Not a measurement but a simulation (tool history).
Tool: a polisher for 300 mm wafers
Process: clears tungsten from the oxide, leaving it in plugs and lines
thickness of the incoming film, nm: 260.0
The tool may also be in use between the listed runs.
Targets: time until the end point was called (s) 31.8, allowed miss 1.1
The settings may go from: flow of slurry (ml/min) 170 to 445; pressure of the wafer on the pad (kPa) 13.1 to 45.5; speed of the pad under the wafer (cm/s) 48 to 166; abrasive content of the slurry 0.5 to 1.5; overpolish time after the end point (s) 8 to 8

run  hour  flow of slurry (ml/min)  pressure of the wafer on the pad (kPa)  speed of the pad under the wafer (cm/s)  abrasive content of the slurry  overpolish time after the end point (s)  time until the end point was called (s)
  1     0                      285                                      29                                      106                               1                                        8                                   49.213
  2   7.7                      285                                      29                                      128                               1                                        8                                   39.929
  3  15.7                      330                                      29                                      128                               1                                        8                                   40.328
  4  23.1                      330                                    24.8                                      128                               1                                        8                                   43.319
  5  29.6                      330                                    24.8                                      128                               1                                        8                                   44.785
  6  37.7                      330                                    28.3                                      128                               1                                        8                                   40.805
  7  43.9                      330                                      31                                      128                               1                                        8                                   37.435
     45.5  -- head pressure recalibrated
  8  45.5                      330                                    33.1                                      128                               1                                        8                                   38.563
  9  53.1                      330                                    36.5                                      130                               1                                        8                                   36.053
 10  61.7                      330                                    38.6                                      132                               1                                        8                                   33.225
 11  69.4                      330                                    39.3                                      132                               1                                        8                                   33.399

Which of these 5 next moves meets every target?
  A  77.1                      335                                    39.3                                      128                             0.9                                        8                                        ?
  B  77.1                      295                                    41.4                                      132                             1.1                                        8                                        ?
  C  77.1                      320                                    37.2                                      124                            1.05                                        8                                        ?
  D  77.1                      365                                    41.4                                      126                            0.95                                        8                                        ?
  E  77.1                      315                                    36.5                                      158                               1                                        8                                        ?

move  time until the end point was called (s)
   A                                   34.899
   B                                   31.775
   C                                   36.599
   D                                   33.546
   E                                   29.584
A: further off than the last run
B: meets every target
C: further off than the last run
D: further off than the last run
E: takes the result that was furthest off past its target
The right move is B.
